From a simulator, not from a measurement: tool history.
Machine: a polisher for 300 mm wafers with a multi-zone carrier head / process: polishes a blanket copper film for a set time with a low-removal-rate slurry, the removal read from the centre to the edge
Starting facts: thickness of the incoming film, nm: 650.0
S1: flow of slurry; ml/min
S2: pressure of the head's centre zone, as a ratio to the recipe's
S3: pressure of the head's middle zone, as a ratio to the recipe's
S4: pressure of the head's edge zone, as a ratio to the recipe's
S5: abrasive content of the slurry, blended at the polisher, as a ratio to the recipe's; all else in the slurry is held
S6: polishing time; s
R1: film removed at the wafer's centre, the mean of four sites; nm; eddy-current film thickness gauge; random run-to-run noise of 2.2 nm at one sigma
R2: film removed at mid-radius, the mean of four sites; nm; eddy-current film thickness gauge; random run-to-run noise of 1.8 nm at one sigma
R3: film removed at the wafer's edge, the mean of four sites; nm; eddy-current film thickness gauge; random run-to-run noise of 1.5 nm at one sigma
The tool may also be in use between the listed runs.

run 1 hour=0 | S1=195 S2=1 S3=1 S4=1 S5=1 S6=56 | R1=154.72 R2=157.64 R3=156.45
run 2 hour=6.4 | S1=195 S2=1 S3=0.96 S4=1 S5=1 S6=56 | R1=156.13 R2=152.98 R3=157.9
run 3 hour=7.3 | S1=150 S2=1 S3=0.96 S4=1 S5=1 S6=56 | R1=149.42 R2=146.54 R3=152.4
run 4 hour=8.8 | S1=150 S2=1 S3=0.96 S4=1 S5=1.1 S6=56 | R1=154.62 R2=150.47 R3=157.72
run 5 hour=10.7 | S1=170 S2=1.02 S3=0.95 S4=1.03 S5=1.15 S6=56 | R1=160.22 R2=152.99 R3=163.97
run 6 hour=13.8 | S1=215 S2=1.02 S3=0.95 S4=1.03 S5=1.15 S6=56 | R1=169.35 R2=160.26 R3=168
run 7 hour=17.5 | S1=225 S2=1.03 S3=0.93 S4=1.05 S5=1.15 S6=56 | R1=168.63 R2=153.75 R3=168.64

Run 8 has not been measured yet. What should we expect?
run 8 hour=21.5 | S1=230 S2=1.05 S3=0.93 S4=1.06 S5=1.2 S6=56 | R1=? R2=? R3=?

R1: 175.22 nm
R2: 161.12 nm
R3: 177.14 nm

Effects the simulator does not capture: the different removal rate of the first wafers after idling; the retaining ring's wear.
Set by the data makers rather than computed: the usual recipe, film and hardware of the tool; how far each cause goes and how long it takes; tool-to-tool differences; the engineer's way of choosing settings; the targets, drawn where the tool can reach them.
